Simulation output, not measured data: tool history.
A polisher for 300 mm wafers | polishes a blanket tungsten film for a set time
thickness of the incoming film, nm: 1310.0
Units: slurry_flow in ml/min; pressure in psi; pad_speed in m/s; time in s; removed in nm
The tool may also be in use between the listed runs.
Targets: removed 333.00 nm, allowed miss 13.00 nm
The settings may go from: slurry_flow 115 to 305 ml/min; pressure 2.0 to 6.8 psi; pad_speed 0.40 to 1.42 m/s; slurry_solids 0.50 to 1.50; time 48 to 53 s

{"run": 1, "hour": 0.0, "slurry_flow": 195, "pressure": 4.4, "pad_speed": 0.9, "slurry_solids": 1.0, "time": 53, "removed": 220.96}
{"run": 2, "hour": 7.4, "slurry_flow": 195, "pressure": 4.4, "pad_speed": 0.9, "slurry_solids": 0.8, "time": 53, "removed": 219.17}
{"run": 3, "hour": 12.3, "slurry_flow": 195, "pressure": 4.7, "pad_speed": 0.9, "slurry_solids": 0.8, "time": 53, "removed": 223.66}
{"run": 4, "hour": 19.6, "slurry_flow": 195, "pressure": 5.1, "pad_speed": 0.9, "slurry_solids": 0.8, "time": 53, "removed": 236.79}
{"run": 5, "hour": 24.0, "slurry_flow": 195, "pressure": 5.4, "pad_speed": 0.92, "slurry_solids": 0.8, "time": 53, "removed": 245.04}
{"run": 6, "hour": 27.6, "slurry_flow": 195, "pressure": 5.6, "pad_speed": 0.94, "slurry_solids": 0.8, "time": 53, "removed": 254.54}
{"run": 7, "hour": 36.2, "slurry_flow": 195, "pressure": 5.8, "pad_speed": 0.96, "slurry_solids": 0.8, "time": 53, "removed": 262.55}
{"run": 8, "hour": 44.7, "slurry_flow": 195, "pressure": 5.8, "pad_speed": 0.96, "slurry_solids": 0.8, "time": 53, "removed": 274.96}
{"run": 9, "hour": 52.8, "slurry_flow": 195, "pressure": 6.0, "pad_speed": 0.96, "slurry_solids": 0.8, "time": 53, "removed": 278.0}
{"run": 10, "hour": 53.7, "slurry_flow": 195, "pressure": 6.1, "pad_speed": 0.98, "slurry_solids": 0.8, "time": 53, "removed": 283.46}

Which of these 5 next moves meets every target?
{"run": "A", "hour": 54.6, "slurry_flow": 285, "pressure": 4.7, "pad_speed": 0.98, "slurry_solids": 1.05, "time": 51, "removed": "?"}
{"run": "B", "hour": 54.6, "slurry_flow": 235, "pressure": 6.5, "pad_speed": 1.16, "slurry_solids": 0.6, "time": 53, "removed": "?"}
{"run": "C", "hour": 54.6, "slurry_flow": 175, "pressure": 5.9, "pad_speed": 1.08, "slurry_solids": 0.7, "time": 49, "removed": "?"}
{"run": "D", "hour": 54.6, "slurry_flow": 170, "pressure": 6.7, "pad_speed": 1.1, "slurry_solids": 0.75, "time": 50, "removed": "?"}
{"run": "E", "hour": 54.6, "slurry_flow": 190, "pressure": 5.9, "pad_speed": 1.02, "slurry_solids": 0.9, "time": 53, "removed": "?"}

move=A removed=257.53
move=B removed=331.85
move=C removed=269.27
move=D removed=307.20
move=E removed=295.99
A: further off than the last run
B: meets every target
C: further off than the last run
D: nearer than the last run, and not there yet
E: nearer than the last run, and not there yet
The right move is B.

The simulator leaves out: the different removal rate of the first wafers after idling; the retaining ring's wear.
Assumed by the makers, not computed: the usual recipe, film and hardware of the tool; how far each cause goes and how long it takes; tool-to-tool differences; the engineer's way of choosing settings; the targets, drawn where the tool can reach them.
